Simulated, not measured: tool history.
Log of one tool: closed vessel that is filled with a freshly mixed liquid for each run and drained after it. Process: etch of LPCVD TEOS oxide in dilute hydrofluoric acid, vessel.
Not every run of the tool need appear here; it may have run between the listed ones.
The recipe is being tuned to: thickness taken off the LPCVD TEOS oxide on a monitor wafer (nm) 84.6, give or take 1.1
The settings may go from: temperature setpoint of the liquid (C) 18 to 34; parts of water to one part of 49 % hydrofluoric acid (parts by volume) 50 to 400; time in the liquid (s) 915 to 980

run  hour  temperature setpoint of the liquid (C)  parts of water to one part of 49 % hydrofluoric acid (parts by volume)  time in the liquid (s)  thickness taken off the LPCVD TEOS oxide on a monitor wafer (nm)
  1     0                                      26                                                                     225                     915                                                            69.425
  2   4.2                                      26                                                                     250                     915                                                            60.338
  3  12.7                                    28.5                                                                     245                     915                                                             67.55
  4  16.5                                    31.5                                                                     245                     915                                                            74.788
  5    18                                      29                                                                     245                     915                                                            68.716
  6  19.3                                    27.5                                                                     245                     915                                                            65.391
  7  21.5                                    31.5                                                                     235                     915                                                            79.125
  8  28.5                                      32                                                                     235                     915                                                            80.286
  9  32.7                                      32                                                                     235                     915                                                            80.608

Consider the 4 candidate settings below. Which is the only one whose results all fall within their allowed miss of target?
  A  36.9                                      31                                                                     225                     920                                                                 ?
  B  36.9                                    26.5                                                                     205                     980                                                                 ?
  C  36.9                                      26                                                                     205                     915                                                                 ?
  D  36.9                                    33.5                                                                     240                     915                                                                 ?

move  thickness taken off the LPCVD TEOS oxide on a monitor wafer (nm)
   A                                                            82.788
   B                                                            84.774
   C                                                            77.743
   D                                                            82.259
A: closes in on the targets versus the last run, not all within tolerance yet
B: all results land within tolerance of their targets
C: its largest miss is bigger than the last run's
D: closes in on the targets versus the last run, not all within tolerance yet
The right move is B.
